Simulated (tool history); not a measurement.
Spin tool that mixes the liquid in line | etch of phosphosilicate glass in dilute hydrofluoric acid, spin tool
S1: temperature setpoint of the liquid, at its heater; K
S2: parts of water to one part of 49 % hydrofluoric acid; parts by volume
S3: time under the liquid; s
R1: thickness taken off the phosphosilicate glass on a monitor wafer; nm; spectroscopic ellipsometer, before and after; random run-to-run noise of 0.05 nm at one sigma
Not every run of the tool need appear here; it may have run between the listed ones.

| run | hour | S1 | S2 | S3 | R1 |
|---|---|---|---|---|---|
| 1 | 0.0 | 293.15 | 95 | 15 | 11.5840 |
| 2 | 3.4 | 293.15 | 115 | 15 | 9.3915 |
| 3 | 5.7 | 293.15 | 130 | 15 | 8.2214 |
| 4 | 8.3 | 293.15 | 130 | 15 | 8.2245 |
| 5 | 16.0 | 292.65 | 135 | 15 | 7.7286 |
| 6 | 25.1 | 292.65 | 115 | 15 | 9.2911 |
| 7 | 28.5 | 292.65 | 115 | 15 | 9.1107 |
| 8 | 36.9 | 292.15 | 120 | 15 | 8.5547 |
| 9 | 42.5 | 291.65 | 125 | 15 | 8.1656 |
| 10 | 50.6 | 291.15 | 130 | 15 | 7.6593 |

Run 11 comes next. What will it give?
| 11 | 57.6 | 291.15 | 135 | 15 | ? |

R1: 7.1461 nm
